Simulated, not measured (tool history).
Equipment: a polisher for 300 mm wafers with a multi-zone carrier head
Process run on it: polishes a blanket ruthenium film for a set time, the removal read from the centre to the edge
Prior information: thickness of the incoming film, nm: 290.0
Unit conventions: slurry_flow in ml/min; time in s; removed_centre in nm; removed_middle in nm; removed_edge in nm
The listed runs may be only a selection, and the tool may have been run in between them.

run 1 hour=0.0 | slurry_flow=180 centre_zone=1.00 middle_zone=1.00 edge_zone=1.00 time=67 | removed_centre=85.319 removed_middle=84.326 removed_edge=87.060
run 2 hour=0.7 | slurry_flow=180 centre_zone=1.00 middle_zone=1.05 edge_zone=1.00 time=67 | removed_centre=85.519 removed_middle=89.021 removed_edge=87.728
run 3 hour=9.3 | slurry_flow=180 centre_zone=1.00 middle_zone=1.05 edge_zone=1.06 time=67 | removed_centre=85.713 removed_middle=88.958 removed_edge=90.264
run 4 hour=17.0 | slurry_flow=170 centre_zone=0.98 middle_zone=1.04 edge_zone=1.05 time=67 | removed_centre=82.649 removed_middle=86.074 removed_edge=88.122
run 5 hour=22.3 | slurry_flow=160 centre_zone=0.96 middle_zone=1.04 edge_zone=1.05 time=67 | removed_centre=81.568 removed_middle=85.535 removed_edge=88.735
run 6 hour=27.8 | slurry_flow=160 centre_zone=0.96 middle_zone=1.00 edge_zone=1.05 time=67 | removed_centre=79.841 removed_middle=81.559 removed_edge=87.093
run 7 hour=35.5 | slurry_flow=155 centre_zone=0.94 middle_zone=1.01 edge_zone=1.05 time=67 | removed_centre=77.697 removed_middle=82.551 removed_edge=88.542
run 8 hour=39.8 | slurry_flow=155 centre_zone=0.94 middle_zone=1.01 edge_zone=1.05 time=67 | removed_centre=77.557 removed_middle=82.623 removed_edge=88.947
run 9 hour=46.7 | slurry_flow=155 centre_zone=0.94 middle_zone=1.01 edge_zone=1.05 time=67 | removed_centre=78.547 removed_middle=81.138 removed_edge=86.402

Estimate the outcome of run 10 from the log above:
run 10 hour=53.7 | slurry_flow=150 centre_zone=0.93 middle_zone=1.02 edge_zone=1.05 time=67 | removed_centre=? removed_middle=? removed_edge=?

removed_centre: 76.784 nm
removed_middle: 82.534 nm
removed_edge: 86.873 nm

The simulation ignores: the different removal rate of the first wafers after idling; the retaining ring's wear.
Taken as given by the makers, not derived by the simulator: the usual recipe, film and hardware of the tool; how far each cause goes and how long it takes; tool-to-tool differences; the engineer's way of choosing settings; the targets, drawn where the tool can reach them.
